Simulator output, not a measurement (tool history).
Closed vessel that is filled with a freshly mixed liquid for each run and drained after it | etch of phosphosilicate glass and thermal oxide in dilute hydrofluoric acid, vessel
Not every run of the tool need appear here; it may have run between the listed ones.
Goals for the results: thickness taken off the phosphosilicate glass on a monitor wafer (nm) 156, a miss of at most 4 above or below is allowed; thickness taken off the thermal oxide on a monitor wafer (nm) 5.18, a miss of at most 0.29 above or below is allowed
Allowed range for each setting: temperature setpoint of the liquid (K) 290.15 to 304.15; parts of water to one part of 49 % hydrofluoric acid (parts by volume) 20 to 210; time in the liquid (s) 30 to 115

| run | day | temperature setpoint of the liquid (K) | parts of water to one part of 49 % hydrofluoric acid (parts by volume) | time in the liquid (s) | thickness taken off the phosphosilicate glass on a monitor wafer (nm) | thickness taken off the thermal oxide on a monitor wafer (nm) |
|---|---|---|---|---|---|---|
| 1 | 0 | 296.15 | 115 | 60 | 66.692 | 2.2264 |
| 2 | 0.375 | 298.65 | 100 | 60 | 87.443 | 2.9978 |
| 3 | 0.633 | 298.65 | 100 | 80 | 116.55 | 3.8517 |
| 4 | 0.992 | 298.65 | 100 | 90 | 133.45 | 4.2859 |
| 5 | 1.067 | 298.65 | 100 | 100 | 145.27 | 4.8906 |
| 6 | 1.288 | 297.15 | 100 | 100 | 136.69 | 4.491 |
| 7 | 1.529 | 300.15 | 95 | 100 | 163.73 | 5.3728 |
| 8 | 1.821 | 299.65 | 95 | 100 | 162.42 | 5.5008 |

Which single option among these 4 for the next run brings every result within its allowed miss of target? Just one does.
| A | 2.112 | 303.65 | 95 | 90 | ? | ? |
| B | 2.112 | 290.15 | 70 | 115 | ? | ? |
| C | 2.112 | 300.15 | 90 | 100 | ? | ? |
| D | 2.112 | 298.65 | 90 | 95 | ? | ? |

| move | thickness taken off the phosphosilicate glass on a monitor wafer (nm) | thickness taken off the thermal oxide on a monitor wafer (nm) |
|---|---|---|
| A | 167.33 | 5.5988 |
| B | 173.98 | 5.8214 |
| C | 172.9 | 5.7854 |
| D | 154.9 | 5.1829 |
A: moves away from the targets compared with the last run
B: moves away from the targets compared with the last run
C: moves away from the targets compared with the last run
D: every result lands within tolerance
The right move is D.

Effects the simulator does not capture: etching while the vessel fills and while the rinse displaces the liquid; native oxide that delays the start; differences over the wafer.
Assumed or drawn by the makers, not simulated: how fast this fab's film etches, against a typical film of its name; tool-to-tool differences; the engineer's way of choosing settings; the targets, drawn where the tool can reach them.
